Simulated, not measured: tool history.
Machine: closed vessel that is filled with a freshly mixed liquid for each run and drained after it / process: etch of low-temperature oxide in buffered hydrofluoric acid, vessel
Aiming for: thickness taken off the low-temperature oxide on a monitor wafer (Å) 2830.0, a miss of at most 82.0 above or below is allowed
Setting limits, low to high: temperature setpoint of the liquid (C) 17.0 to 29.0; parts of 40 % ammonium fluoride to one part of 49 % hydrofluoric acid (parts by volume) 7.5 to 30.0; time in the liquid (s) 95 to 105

run  hour  temperature setpoint of the liquid (C)  parts of 40 % ammonium fluoride to one part of 49 % hydrofluoric acid (parts by volume)  time in the liquid (s)  thickness taken off the low-temperature oxide on a monitor wafer (Å)
  1   0.0                                    21.0                                                                                     22.0                      95                                                                2106.7
  2   7.2                                    21.5                                                                                     22.0                      95                                                                2184.5
  3   9.6                                    19.5                                                                                     22.0                      95                                                                1934.1
  4  12.2                                    23.0                                                                                     22.0                      95                                                                2367.6
  5  20.9                                    23.5                                                                                     22.0                      95                                                                2407.6
  6  25.9                                    24.0                                                                                     22.0                      95                                                                2487.9
  7  30.5                                    24.5                                                                                     22.0                      95                                                                2548.8
  8  36.7                                    25.5                                                                                     22.0                      95                                                                2699.4

Below are 4 possible settings for the next run. Only one of them brings all results inside the allowed miss of their targets. Which is it?
  A  42.9                                    25.0                                                                                     24.5                     100                                                                     ?
  B  42.9                                    22.5                                                                                     18.0                     100                                                                     ?
  C  42.9                                    26.0                                                                                     24.0                      95                                                                     ?
  D  42.9                                    24.5                                                                                     21.0                      95                                                                     ?

move  thickness taken off the low-temperature oxide on a monitor wafer (Å)
   A                                                                2582.0
   B                                                                2871.9
   C                                                                2626.9
   D                                                                2653.8
A: misses by more than the last run did
B: all results land within tolerance of their targets
C: misses by more than the last run did
D: misses by more than the last run did
The move that meets every target is B.

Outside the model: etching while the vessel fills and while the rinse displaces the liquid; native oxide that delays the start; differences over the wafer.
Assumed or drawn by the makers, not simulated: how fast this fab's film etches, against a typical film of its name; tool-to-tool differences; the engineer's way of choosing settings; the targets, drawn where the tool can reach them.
